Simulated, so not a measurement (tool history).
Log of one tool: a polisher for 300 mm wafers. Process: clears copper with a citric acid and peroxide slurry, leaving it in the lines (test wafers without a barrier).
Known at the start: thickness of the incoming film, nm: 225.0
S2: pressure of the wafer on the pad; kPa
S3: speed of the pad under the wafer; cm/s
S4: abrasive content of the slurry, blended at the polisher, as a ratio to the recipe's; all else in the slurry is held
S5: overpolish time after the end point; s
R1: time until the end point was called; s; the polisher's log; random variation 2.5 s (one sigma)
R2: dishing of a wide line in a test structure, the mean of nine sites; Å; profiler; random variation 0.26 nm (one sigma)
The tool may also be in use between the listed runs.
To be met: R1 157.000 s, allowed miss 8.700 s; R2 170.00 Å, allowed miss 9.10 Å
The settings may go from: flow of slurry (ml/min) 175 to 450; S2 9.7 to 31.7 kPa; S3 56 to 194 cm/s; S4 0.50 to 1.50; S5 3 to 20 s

run 1 day=0.000 | flow_of_slurry_(ml/min)=290 S2=20.7 S3=124 S4=1.00 S5=10 | R1=92.710 R2=191.18
run 2 day=0.162 | flow_of_slurry_(ml/min)=290 S2=19.3 S3=124 S4=1.00 S5=11 | R1=97.237 R2=194.12
run 3 day=0.525 | flow_of_slurry_(ml/min)=290 S2=17.9 S3=122 S4=1.00 S5=12 | R1=110.350 R2=191.86
run 4 day=0.879 | flow_of_slurry_(ml/min)=290 S2=17.2 S3=122 S4=1.00 S5=12 | R1=113.750 R2=187.46
run 5 day=1.150 | flow_of_slurry_(ml/min)=290 S2=16.5 S3=122 S4=1.00 S5=12 | R1=118.930 R2=181.17
run 6 day=1.208 | flow_of_slurry_(ml/min)=290 S2=16.5 S3=122 S4=0.90 S5=12 | R1=120.630 R2=177.66
run 7 day=1.242 | flow_of_slurry_(ml/min)=290 S2=15.9 S3=122 S4=0.90 S5=12 | R1=123.090 R2=169.03
run 8 day=1.271 | flow_of_slurry_(ml/min)=290 S2=15.2 S3=122 S4=0.90 S5=12 | R1=133.710 R2=166.79
run 9 day=1.588 | flow_of_slurry_(ml/min)=290 S2=14.5 S3=122 S4=0.90 S5=12 | R1=139.710 R2=154.67
run 10 day=1.958 | flow_of_slurry_(ml/min)=290 S2=13.1 S3=122 S4=0.90 S5=13 | R1=149.220 R2=155.04
run 11 day=2.279 | flow_of_slurry_(ml/min)=285 S2=12.4 S3=122 S4=0.90 S5=14 | R1=160.230 R2=153.42
-- day=2.329 head pressure recalibrated
run 12 day=2.329 | flow_of_slurry_(ml/min)=290 S2=12.4 S3=122 S4=0.90 S5=14 | R1=170.420 R2=146.26

Which of these 5 next moves meets every target?
run A day=2.379 | flow_of_slurry_(ml/min)=285 S2=11.7 S3=138 S4=0.80 S5=11 | R1=? R2=?
run B day=2.379 | flow_of_slurry_(ml/min)=270 S2=13.1 S3=126 S4=0.90 S5=13 | R1=? R2=?
run C day=2.379 | flow_of_slurry_(ml/min)=350 S2=13.8 S3=104 S4=0.70 S5=18 | R1=? R2=?
run D day=2.379 | flow_of_slurry_(ml/min)=230 S2=14.5 S3=112 S4=0.95 S5=15 | R1=? R2=?
run E day=2.379 | flow_of_slurry_(ml/min)=355 S2=9.7 S3=146 S4=1.10 S5=11 | R1=? R2=?

move=A R1=159.780 R2=123.48
move=B R1=154.070 R2=150.31
move=C R1=180.750 R2=176.14
move=D R1=158.130 R2=168.39
move=E R1=167.120 R2=117.81
A: further off than the last run
B: nearer than the last run, and not there yet
C: brings the result that was furthest off to its target, and leaves another outside
D: meets every target
E: further off than the last run
The right move is D.
